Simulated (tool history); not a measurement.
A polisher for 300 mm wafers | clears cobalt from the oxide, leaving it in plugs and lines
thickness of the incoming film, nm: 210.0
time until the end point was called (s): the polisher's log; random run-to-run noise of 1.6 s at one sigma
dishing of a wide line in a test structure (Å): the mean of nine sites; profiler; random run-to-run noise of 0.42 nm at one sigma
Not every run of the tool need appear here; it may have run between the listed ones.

| run | hour | flow of slurry (ml/min) | pressure of the wafer on the pad (psi) | speed of the pad under the wafer (m/s) | overpolish time after the end point (s) | time until the end point was called (s) | dishing of a wide line in a test structure (Å) |
|---|---|---|---|---|---|---|---|
| 1 | 0.0 | 175 | 2.2 | 0.84 | 10 | 43.556 | 369.39 |
| 2 | 4.9 | 195 | 2.2 | 0.84 | 10 | 43.887 | 381.15 |
| 3 | 12.6 | 195 | 1.8 | 0.78 | 10 | 55.756 | 312.64 |
| 4 | 13.8 | 195 | 1.8 | 0.90 | 10 | 49.042 | 343.71 |
| 5 | 21.0 | 195 | 1.5 | 0.84 | 10 | 61.178 | 284.42 |
| 6 | 22.9 | 195 | 1.5 | 0.84 | 8 | 60.128 | 232.16 |

Run 7 comes next. What will it give?
| 7 | 23.8 | 195 | 1.3 | 0.80 | 9 | ? | ? |

time until the end point was called (s): 71.718
dishing of a wide line in a test structure (Å): 227.88
